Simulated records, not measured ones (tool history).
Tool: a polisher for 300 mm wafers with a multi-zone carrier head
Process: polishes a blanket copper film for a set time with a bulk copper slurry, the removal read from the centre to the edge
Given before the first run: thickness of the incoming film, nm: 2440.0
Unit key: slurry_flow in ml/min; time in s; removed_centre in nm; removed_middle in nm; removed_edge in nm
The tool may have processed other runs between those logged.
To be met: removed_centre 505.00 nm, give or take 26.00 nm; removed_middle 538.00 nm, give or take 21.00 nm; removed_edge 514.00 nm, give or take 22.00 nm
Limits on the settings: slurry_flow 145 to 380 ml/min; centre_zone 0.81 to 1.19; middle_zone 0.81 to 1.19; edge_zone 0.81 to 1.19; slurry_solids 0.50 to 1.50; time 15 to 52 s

run  hour  slurry_flow  centre_zone  middle_zone  edge_zone  slurry_solids  time  removed_centre  removed_middle  removed_edge
  1   0.0          245         1.00         1.00       1.00           1.00    33          399.53          394.78        405.69
  2   1.1          245         1.00         1.00       1.00           1.00    27          334.49          320.84        326.68
  3   9.3          245         0.95         1.00       1.00           1.00    27          302.88          316.28        338.26
  4  12.8          250         0.96         1.02       1.01           1.10    29          344.49          348.60        360.48
  5  15.9          250         0.96         0.96       1.01           1.10    29          349.57          347.89        364.05
  6  17.6          255         0.95         0.98       1.00           1.15    31          376.34          373.83        394.67
  7  26.1          255         0.95         1.02       0.99           1.20    33          381.51          401.18        417.72
  8  27.4          260         0.97         1.05       0.99           1.25    34          426.36          434.46        432.48
  9  29.0          265         0.97         1.07       1.00           1.30    35          431.53          459.14        465.27
 10  33.0          285         1.07         1.17       0.96           1.50    37          522.45          536.49        475.05
 11  36.4          285         1.06         1.16       0.97           1.50    37          508.77          522.48        496.75
 12  44.8          290         1.05         1.17       0.98           1.50    37          510.98          539.43        482.79
 13  51.9          285         1.04         1.16       0.99           1.50    37          508.68          527.61        488.24

Consider the 4 candidate settings below. Which is the only one whose results all fall within their allowed miss of target?
  A  59.0          255         1.10         1.19       0.88           1.45    38               ?               ?             ?
  B  59.0          250         1.07         1.12       1.04           1.50    37               ?               ?             ?
  C  59.0          285         1.01         1.17       1.05           1.50    38               ?               ?             ?
  D  59.0          380         1.12         1.19       1.00           1.45    35               ?               ?             ?

move  removed_centre  removed_middle  removed_edge
   A          538.70          542.66        456.75
   B          512.12          509.32        483.74
   C          504.77          546.16        504.12
   D          525.93          518.27        459.24
A: further off than the last run
B: further off than the last run
C: every result lands within tolerance
D: further off than the last run
The move that meets every target is C.
